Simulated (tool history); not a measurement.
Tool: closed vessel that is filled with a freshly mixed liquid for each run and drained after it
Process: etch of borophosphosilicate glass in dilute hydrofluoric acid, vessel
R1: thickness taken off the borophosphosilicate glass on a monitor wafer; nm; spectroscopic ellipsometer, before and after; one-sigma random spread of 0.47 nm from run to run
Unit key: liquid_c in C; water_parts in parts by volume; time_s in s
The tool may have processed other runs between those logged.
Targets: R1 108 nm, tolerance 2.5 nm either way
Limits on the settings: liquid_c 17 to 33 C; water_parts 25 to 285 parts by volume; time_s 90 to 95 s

Run 1, day 0: liquid_c 25 C, water_parts 155 parts by volume, time_s 90 s. Result: R1 54.084 nm.
Run 2, day 0.271: liquid_c 27.5 C, water_parts 155 parts by volume, time_s 90 s. Result: R1 58.82 nm.
Run 3, day 0.658: liquid_c 29 C, water_parts 140 parts by volume, time_s 90 s. Result: R1 70.379 nm.
Run 4, day 0.862: liquid_c 30 C, water_parts 130 parts by volume, time_s 90 s. Result: R1 79.658 nm.
Run 5, day 1.125: liquid_c 31 C, water_parts 125 parts by volume, time_s 90 s. Result: R1 86.774 nm.
Run 6, day 1.271: liquid_c 31.5 C, water_parts 120 parts by volume, time_s 90 s. Result: R1 92.317 nm.
Run 7, day 1.579: liquid_c 31.5 C, water_parts 120 parts by volume, time_s 90 s. Result: R1 92.335 nm.
Run 8, day 1.654: liquid_c 32 C, water_parts 115 parts by volume, time_s 90 s. Result: R1 98.674 nm.
Run 9, day 1.808: liquid_c 32.5 C, water_parts 115 parts by volume, time_s 90 s. Result: R1 100.32 nm.
At day 1.842: thermometer replaced.
Run 10, day 1.842: liquid_c 32.5 C, water_parts 115 parts by volume, time_s 90 s. Result: R1 93.719 nm.
Run 11, day 2.025: liquid_c 32.5 C, water_parts 110 parts by volume, time_s 90 s. Result: R1 98.617 nm.

Which one of the following 4 next-run settings gets every result inside its allowed miss? There is exactly one.
Run A, day 2.208: liquid_c 29 C, water_parts 95 parts by volume, time_s 95 s. Result: R1 ?.
Run B, day 2.208: liquid_c 32 C, water_parts 120 parts by volume, time_s 90 s. Result: R1 ?.
Run C, day 2.208: liquid_c 33 C, water_parts 105 parts by volume, time_s 95 s. Result: R1 ?.
Run D, day 2.208: liquid_c 29.5 C, water_parts 100 parts by volume, time_s 95 s. Result: R1 ?.

move      R1
   A  108.26
   B  87.598
   C  112.01
   D  104.08
A: meets every target
B: misses by more than the last run did
C: takes the result that was furthest off past its target
D: better than the last run, though not everything is in spec
Go with A: it meets all targets.
